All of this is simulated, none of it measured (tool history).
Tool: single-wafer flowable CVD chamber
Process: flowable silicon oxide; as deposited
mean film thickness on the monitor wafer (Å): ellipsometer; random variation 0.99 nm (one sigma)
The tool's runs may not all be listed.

| run | hour | heater temperature setpoint (K) | chamber pressure (Torr) | RF power (kW) | deposition time (s) | mean film thickness on the monitor wafer (Å) |
|---|---|---|---|---|---|---|
| 1 | 0 | 373.15 | 1.09 | 2.685 | 820 | 7634.7 |
| 2 | 8.7 | 373.15 | 1.09 | 2.685 | 780 | 7309.3 |
| 3 | 16.2 | 373.15 | 1.09 | 2.965 | 780 | 7381.8 |
| 4 | 20.1 | 373.15 | 1.09 | 3.23 | 780 | 7421.3 |
| 5 | 21.7 | 376.15 | 1.09 | 3.23 | 780 | 6600.2 |
| 6 | 25.5 | 369.15 | 1.09 | 3.23 | 780 | 8571.3 |
| 7 | 27.4 | 381.15 | 1.09 | 3.23 | 780 | 5479.2 |
| 8 | 31.3 | 383.15 | 1.09 | 3.23 | 780 | 5078.2 |
| 9 | 36.7 | 384.15 | 1.09 | 3.23 | 780 | 4938.1 |

The next listed run, before its measurement:
| 10 | 45.1 | 385.15 | 1.09 | 3.23 | 780 | ? |

mean film thickness on the monitor wafer (Å): 4721.4

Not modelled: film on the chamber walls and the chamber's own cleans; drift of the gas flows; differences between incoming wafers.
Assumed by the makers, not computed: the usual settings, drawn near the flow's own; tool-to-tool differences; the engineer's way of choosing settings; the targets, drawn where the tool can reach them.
